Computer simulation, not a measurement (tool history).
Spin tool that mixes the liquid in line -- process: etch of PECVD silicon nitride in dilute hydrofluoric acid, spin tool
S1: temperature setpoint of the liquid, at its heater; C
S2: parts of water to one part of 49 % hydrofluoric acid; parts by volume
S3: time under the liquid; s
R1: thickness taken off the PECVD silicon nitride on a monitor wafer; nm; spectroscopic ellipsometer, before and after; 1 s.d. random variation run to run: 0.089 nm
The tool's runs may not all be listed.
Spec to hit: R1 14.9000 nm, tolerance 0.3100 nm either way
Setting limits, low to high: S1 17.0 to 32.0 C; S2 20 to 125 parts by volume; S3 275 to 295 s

Run 1, hour 0.0: S1 24.0 C, S2 70 parts by volume, S3 275 s. Result: R1 6.4410 nm.
Run 2, hour 3.4: S1 26.0 C, S2 65 parts by volume, S3 275 s. Result: R1 8.0072 nm.
Run 3, hour 4.9: S1 26.0 C, S2 65 parts by volume, S3 295 s. Result: R1 8.4932 nm.
Run 4, hour 7.7: S1 28.5 C, S2 65 parts by volume, S3 295 s. Result: R1 10.0880 nm.
Run 5, hour 13.3: S1 29.5 C, S2 60 parts by volume, S3 295 s. Result: R1 11.6760 nm.
Run 6, hour 20.9: S1 27.0 C, S2 60 parts by volume, S3 295 s. Result: R1 9.8313 nm.
Run 7, hour 21.7: S1 28.5 C, S2 60 parts by volume, S3 295 s. Result: R1 10.8530 nm.
Run 8, hour 25.6: S1 29.5 C, S2 60 parts by volume, S3 295 s. Result: R1 11.6420 nm.

Which single option among these 5 for the next run brings every result within its allowed miss of target? Just one does.
Run A, hour 29.5: S1 30.5 C, S2 60 parts by volume, S3 295 s. Result: R1 ?.
Run B, hour 29.5: S1 29.0 C, S2 70 parts by volume, S3 295 s. Result: R1 ?.
Run C, hour 29.5: S1 29.5 C, S2 50 parts by volume, S3 275 s. Result: R1 ?.
Run D, hour 29.5: S1 32.0 C, S2 55 parts by volume, S3 295 s. Result: R1 ?.
Run E, hour 29.5: S1 27.5 C, S2 45 parts by volume, S3 295 s. Result: R1 ?.

move       R1
   A  12.4650
   B   9.7074
   C  13.0410
   D  14.9640
   E  13.5980
A: nearer the targets than the last run, but a result is still out of spec
B: misses by more than the last run did
C: nearer the targets than the last run, but a result is still out of spec
D: hits every target within its allowed miss
E: nearer the targets than the last run, but a result is still out of spec
The right move is D.
